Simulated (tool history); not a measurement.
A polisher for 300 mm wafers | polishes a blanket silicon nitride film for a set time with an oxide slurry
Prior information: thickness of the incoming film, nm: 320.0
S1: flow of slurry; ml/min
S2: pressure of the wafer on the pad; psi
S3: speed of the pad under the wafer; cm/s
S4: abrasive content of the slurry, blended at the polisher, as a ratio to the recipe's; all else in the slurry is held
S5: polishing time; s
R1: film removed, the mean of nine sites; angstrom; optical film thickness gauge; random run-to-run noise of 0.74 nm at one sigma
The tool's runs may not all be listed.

run,hour,S1,S2,S3,S4,S5,R1
1,0,230,4.5,140,1,58,417.39
2,4.7,230,3.8,140,1,58,367.77
3,7.7,230,3.8,140,1,58,372.33
4,12.5,200,3.8,140,1,58,371.52
5,15.8,200,3.8,140,1.2,58,393.22
6,22.8,255,3.8,140,1.2,58,400.17
7,30.6,255,4.3,146,1.2,58,445.17

Run 8 comes next. What will it give?
8,32.9,270,5.6,184,1.25,58,?

{"run 8": {"R1": 654.67}}

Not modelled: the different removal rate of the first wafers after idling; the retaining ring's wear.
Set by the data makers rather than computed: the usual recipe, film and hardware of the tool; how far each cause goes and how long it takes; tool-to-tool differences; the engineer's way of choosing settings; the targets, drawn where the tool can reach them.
